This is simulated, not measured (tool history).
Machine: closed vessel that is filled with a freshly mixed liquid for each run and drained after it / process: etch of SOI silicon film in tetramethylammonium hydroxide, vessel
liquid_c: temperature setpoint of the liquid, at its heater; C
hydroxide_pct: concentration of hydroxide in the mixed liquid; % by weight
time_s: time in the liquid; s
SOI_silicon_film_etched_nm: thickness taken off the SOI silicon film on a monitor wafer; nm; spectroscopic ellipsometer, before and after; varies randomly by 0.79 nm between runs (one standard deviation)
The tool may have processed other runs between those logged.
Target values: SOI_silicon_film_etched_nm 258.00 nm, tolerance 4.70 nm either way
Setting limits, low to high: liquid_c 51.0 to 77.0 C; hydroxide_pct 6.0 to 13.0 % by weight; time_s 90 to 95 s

{"run": 1, "hour": 0.0, "liquid_c": 64.0, "hydroxide_pct": 9.0, "time_s": 90, "SOI_silicon_film_etched_nm": 486.59}
{"run": 2, "hour": 2.1, "liquid_c": 61.0, "hydroxide_pct": 9.0, "time_s": 90, "SOI_silicon_film_etched_nm": 407.41}
{"run": 3, "hour": 4.4, "liquid_c": 61.0, "hydroxide_pct": 9.0, "time_s": 90, "SOI_silicon_film_etched_nm": 404.99}
{"run": 4, "hour": 8.5, "liquid_c": 59.0, "hydroxide_pct": 9.0, "time_s": 90, "SOI_silicon_film_etched_nm": 356.56}
{"run": 5, "hour": 13.2, "liquid_c": 57.5, "hydroxide_pct": 9.0, "time_s": 90, "SOI_silicon_film_etched_nm": 323.79}
{"run": 6, "hour": 19.3, "liquid_c": 57.5, "hydroxide_pct": 9.0, "time_s": 95, "SOI_silicon_film_etched_nm": 342.03}
{"run": 7, "hour": 23.1, "liquid_c": 56.5, "hydroxide_pct": 9.0, "time_s": 95, "SOI_silicon_film_etched_nm": 320.89}
{"run": 8, "hour": 32.0, "liquid_c": 55.5, "hydroxide_pct": 9.0, "time_s": 95, "SOI_silicon_film_etched_nm": 302.36}
{"run": 9, "hour": 38.3, "liquid_c": 55.0, "hydroxide_pct": 9.0, "time_s": 95, "SOI_silicon_film_etched_nm": 293.37}
{"run": 10, "hour": 44.2, "liquid_c": 54.5, "hydroxide_pct": 9.0, "time_s": 95, "SOI_silicon_film_etched_nm": 282.16}
{"run": 11, "hour": 51.9, "liquid_c": 54.0, "hydroxide_pct": 9.0, "time_s": 95, "SOI_silicon_film_etched_nm": 274.68}
{"run": 12, "hour": 52.4, "liquid_c": 53.5, "hydroxide_pct": 9.0, "time_s": 95, "SOI_silicon_film_etched_nm": 266.8}
{"hour": 55.9, "done": "thermometer replaced"}
{"run": 13, "hour": 55.9, "liquid_c": 53.5, "hydroxide_pct": 9.0, "time_s": 95, "SOI_silicon_film_etched_nm": 247.5}

Below are 4 possible settings for the next run. Only one of them brings all results inside the allowed miss of their targets. Which is it?
{"run": "A", "hour": 59.4, "liquid_c": 54.0, "hydroxide_pct": 9.0, "time_s": 95, "SOI_silicon_film_etched_nm": "?"}
{"run": "B", "hour": 59.4, "liquid_c": 52.0, "hydroxide_pct": 6.5, "time_s": 95, "SOI_silicon_film_etched_nm": "?"}
{"run": "C", "hour": 59.4, "liquid_c": 52.0, "hydroxide_pct": 7.0, "time_s": 95, "SOI_silicon_film_etched_nm": "?"}
{"run": "D", "hour": 59.4, "liquid_c": 53.5, "hydroxide_pct": 8.5, "time_s": 90, "SOI_silicon_film_etched_nm": "?"}

move=A SOI_silicon_film_etched_nm=256.69
move=B SOI_silicon_film_etched_nm=247.96
move=C SOI_silicon_film_etched_nm=243.41
move=D SOI_silicon_film_etched_nm=240.15
A: in spec on every target
B: neither nearer nor further off than the last run
C: the biggest miss grows against the last run
D: the biggest miss grows against the last run
So the answer is move A, the one that meets all the targets.

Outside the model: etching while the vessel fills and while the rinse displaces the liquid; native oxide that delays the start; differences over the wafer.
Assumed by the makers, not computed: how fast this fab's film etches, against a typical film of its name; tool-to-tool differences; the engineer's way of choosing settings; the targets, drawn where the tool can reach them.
